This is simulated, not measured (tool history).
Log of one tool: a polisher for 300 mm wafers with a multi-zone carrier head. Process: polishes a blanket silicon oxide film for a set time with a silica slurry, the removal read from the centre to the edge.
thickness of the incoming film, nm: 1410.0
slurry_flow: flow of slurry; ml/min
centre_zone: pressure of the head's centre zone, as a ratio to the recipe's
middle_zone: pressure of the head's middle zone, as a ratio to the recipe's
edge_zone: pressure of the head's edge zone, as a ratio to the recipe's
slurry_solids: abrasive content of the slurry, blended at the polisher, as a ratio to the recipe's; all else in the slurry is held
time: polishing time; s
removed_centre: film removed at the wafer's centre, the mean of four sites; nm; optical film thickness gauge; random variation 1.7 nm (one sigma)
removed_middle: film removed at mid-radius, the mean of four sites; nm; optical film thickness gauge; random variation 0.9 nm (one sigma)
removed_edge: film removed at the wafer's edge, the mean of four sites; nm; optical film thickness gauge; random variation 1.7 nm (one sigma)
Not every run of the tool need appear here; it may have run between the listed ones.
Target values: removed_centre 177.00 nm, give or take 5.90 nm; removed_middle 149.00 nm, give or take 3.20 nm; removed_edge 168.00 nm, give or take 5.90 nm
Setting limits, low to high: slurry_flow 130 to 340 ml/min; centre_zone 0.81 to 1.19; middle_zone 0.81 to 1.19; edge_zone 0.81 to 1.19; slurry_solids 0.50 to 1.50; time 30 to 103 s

| run | hour | slurry_flow | centre_zone | middle_zone | edge_zone | slurry_solids | time | removed_centre | removed_middle | removed_edge |
|---|---|---|---|---|---|---|---|---|---|---|
| 1 | 0.0 | 220 | 1.00 | 1.00 | 1.00 | 1.00 | 66 | 156.87 | 153.49 | 155.39 |
| 2 | 5.3 | 225 | 1.02 | 0.98 | 1.02 | 1.00 | 66 | 162.99 | 152.30 | 156.72 |
| 3 | 7.2 | 225 | 1.02 | 0.98 | 1.02 | 1.15 | 66 | 172.07 | 162.42 | 166.76 |
| 4 | 9.4 | 225 | 0.96 | 0.98 | 1.02 | 1.15 | 66 | 162.33 | 162.56 | 166.05 |
| 5 | 11.0 | 225 | 1.01 | 0.98 | 1.02 | 1.15 | 66 | 173.36 | 161.88 | 166.80 |
|  | 16.8 | worn pad replaced by a new one |
| 6 | 16.8 | 225 | 1.01 | 0.98 | 0.96 | 1.15 | 66 | 190.55 | 180.91 | 178.66 |
| 7 | 23.3 | 210 | 1.01 | 0.95 | 0.97 | 1.15 | 66 | 187.61 | 172.76 | 178.55 |
| 8 | 28.9 | 215 | 1.02 | 0.94 | 0.99 | 1.15 | 66 | 188.79 | 172.81 | 184.75 |
| 9 | 34.5 | 215 | 1.02 | 0.94 | 0.99 | 1.15 | 66 | 189.16 | 170.76 | 181.09 |

Next run, 4 choices. One meets every target within its allowed miss, the rest don't. Which?
| A | 40.1 | 240 | 0.97 | 0.82 | 1.06 | 1.20 | 64 | ? | ? | ? |
| B | 40.1 | 170 | 1.04 | 0.84 | 1.03 | 1.05 | 65 | ? | ? | ? |
| C | 40.1 | 275 | 1.02 | 0.86 | 0.97 | 1.00 | 64 | ? | ? | ? |
| D | 40.1 | 175 | 0.94 | 0.81 | 1.09 | 1.10 | 69 | ? | ? | ? |

| move | removed_centre | removed_middle | removed_edge |
|---|---|---|---|
| A | 181.32 | 155.45 | 185.82 |
| B | 174.52 | 143.09 | 167.77 |
| C | 178.31 | 150.78 | 165.28 |
| D | 172.12 | 151.68 | 188.14 |
A: nearer than the last run, and not there yet
B: pushes the last run's worst result past its target
C: each result inside its tolerance
D: meets the target for the result that was furthest off, but another lies outside its allowed miss
C is the move that brings every result within its allowed miss.
